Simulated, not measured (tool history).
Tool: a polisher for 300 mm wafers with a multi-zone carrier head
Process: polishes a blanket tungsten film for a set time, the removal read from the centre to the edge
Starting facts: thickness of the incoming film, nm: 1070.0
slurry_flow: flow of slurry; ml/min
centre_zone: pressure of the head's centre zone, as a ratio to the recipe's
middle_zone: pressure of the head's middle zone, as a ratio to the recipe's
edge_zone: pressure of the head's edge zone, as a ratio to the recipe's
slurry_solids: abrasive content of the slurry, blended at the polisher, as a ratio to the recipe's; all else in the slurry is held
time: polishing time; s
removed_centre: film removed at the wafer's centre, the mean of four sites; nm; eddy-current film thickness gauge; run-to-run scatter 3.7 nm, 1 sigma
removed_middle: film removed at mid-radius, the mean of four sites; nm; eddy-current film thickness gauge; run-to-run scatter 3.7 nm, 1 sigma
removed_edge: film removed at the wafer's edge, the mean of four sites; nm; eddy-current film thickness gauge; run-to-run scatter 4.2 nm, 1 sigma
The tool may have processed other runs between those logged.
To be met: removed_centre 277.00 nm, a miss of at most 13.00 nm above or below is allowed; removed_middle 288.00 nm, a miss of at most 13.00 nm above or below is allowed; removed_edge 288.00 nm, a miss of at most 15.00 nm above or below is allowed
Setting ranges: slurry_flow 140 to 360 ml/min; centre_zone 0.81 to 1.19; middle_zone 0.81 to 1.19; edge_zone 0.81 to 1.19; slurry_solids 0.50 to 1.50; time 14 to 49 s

run  hour  slurry_flow  centre_zone  middle_zone  edge_zone  slurry_solids  time  removed_centre  removed_middle  removed_edge
  1   0.0          230         1.00         1.00       1.00           1.00    31          197.77          205.68        201.12
  2   8.9          230         1.01         1.01       1.02           1.10    32          207.15          216.57        213.07
  3  13.5          230         1.02         1.02       1.03           1.15    33          219.40          229.51        222.43
  4  20.7          230         0.96         1.02       1.03           1.15    33          211.97          229.67        225.18
  5  23.8          230         0.96         1.02       1.03           1.15    39          246.12          264.15        254.29
  6  25.3          235         0.97         1.02       1.05           1.20    39          253.66          274.00        269.51
  7  30.8          240         0.98         1.02       1.05           1.20    39          255.12          274.10        272.82
  8  34.2          245         0.99         1.02       1.05           1.20    39          260.11          270.83        266.60
  9  40.5          245         0.99         1.02       1.05           1.20    39          262.98          278.43        267.23

5 candidate next runs follow, results not yet known. Just one meets every target within its allowed miss. Identify it.
  A  46.8          230         0.97         1.05       1.02           1.45    36               ?               ?             ?
  B  46.8          210         1.03         0.91       1.09           1.10    42               ?               ?             ?
  C  46.8          250         1.13         1.01       1.07           1.30    36               ?               ?             ?
  D  46.8          260         1.12         0.96       0.99           1.20    37               ?               ?             ?
  E  46.8          205         1.02         1.03       1.13           1.40    40               ?               ?             ?

move  removed_centre  removed_middle  removed_edge
   A          244.30          266.12        252.21
   B          279.64          262.88        285.15
   C          274.42          255.40        254.13
   D          276.64          250.46        248.75
   E          276.57          285.37        289.11
A: misses by more than the last run did
B: gets the furthest-off result to its target, but another result is out of tolerance
C: misses by more than the last run did
D: misses by more than the last run did
E: each result inside its tolerance
E meets every target.
